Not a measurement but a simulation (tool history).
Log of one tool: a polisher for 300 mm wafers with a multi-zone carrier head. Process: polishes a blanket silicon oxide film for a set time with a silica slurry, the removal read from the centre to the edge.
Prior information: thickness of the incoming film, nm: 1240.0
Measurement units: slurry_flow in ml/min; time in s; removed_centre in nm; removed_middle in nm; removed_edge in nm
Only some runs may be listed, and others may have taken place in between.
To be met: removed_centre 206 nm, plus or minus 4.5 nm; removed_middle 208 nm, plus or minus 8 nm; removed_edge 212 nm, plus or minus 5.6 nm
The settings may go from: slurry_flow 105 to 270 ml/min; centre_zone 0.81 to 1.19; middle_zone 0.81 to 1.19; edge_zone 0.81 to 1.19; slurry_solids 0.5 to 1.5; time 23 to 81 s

run,hour,slurry_flow,centre_zone,middle_zone,edge_zone,slurry_solids,time,removed_centre,removed_middle,removed_edge
1,0,175,1,1,1,1,52,155.06,160.55,153.65
2,2.6,185,1.01,1.01,1.04,1.1,52,161.48,164.16,161.5
3,8.6,185,1.01,1.01,1.08,1.1,52,163.9,165.35,165.71
4,9.2,185,1.01,0.95,1.08,1.1,52,161.04,156.94,166.05
5,15,190,1.01,0.98,1.1,1.2,53,169.08,172.58,176.14
6,16.8,190,1.01,0.98,1.1,1.2,42,136.9,133.95,139.23
7,24.1,190,1.02,0.99,1.11,1.3,46,152.12,155.56,157.41
8,25.3,195,1.04,0.99,1.13,1.35,48,166.69,159.08,167.85
# hour 33.1: worn pad replaced by a new one
9,33.1,200,1.04,1.01,1.14,1.4,50,189.41,189.44,191.95
10,38.6,210,1.04,1.01,1.15,1.4,50,190.73,186.17,194.67
11,46.3,220,1.03,1.02,1.15,1.4,50,189.7,193.77,193.16
12,50.4,225,1.03,1.02,1.16,1.45,50,191.96,192.64,198.89
13,51.7,230,1.03,1.03,1.17,1.45,50,194.85,193.29,197.53
14,58.1,225,1.03,1.04,1.18,1.5,51,199.16,203.07,207.1
15,65.3,230,1.03,1.04,1.18,1.5,51,199.96,201.81,205.87
16,72.9,235,1.03,1.04,1.18,1.5,51,201.02,204.12,205.79

Consider the 5 candidate settings below. Which is the only one whose results all fall within their allowed miss of target?
A,80.5,195,1.01,1.03,1.17,1.5,52,?,?,?
B,80.5,270,1.04,1.03,1.14,1.35,51,?,?,?
C,80.5,225,1.04,1.05,1.19,1.5,52,?,?,?
D,80.5,210,1.01,1.11,1.15,1.5,52,?,?,?
E,80.5,270,1.1,0.97,1.17,1.2,53,?,?,?

move,removed_centre,removed_middle,removed_edge
A,194.3,200.29,206.85
B,199.08,198.27,199.95
C,204.7,207.69,211.79
D,196.77,215.81,206.44
E,210.78,188.61,203.04
A: brings the last run's worst result on target, with another outside its allowed miss
B: lands further from the targets than the last run did
C: all results in spec
D: brings the last run's worst result on target, with another outside its allowed miss
E: lands further from the targets than the last run did
Answer: C

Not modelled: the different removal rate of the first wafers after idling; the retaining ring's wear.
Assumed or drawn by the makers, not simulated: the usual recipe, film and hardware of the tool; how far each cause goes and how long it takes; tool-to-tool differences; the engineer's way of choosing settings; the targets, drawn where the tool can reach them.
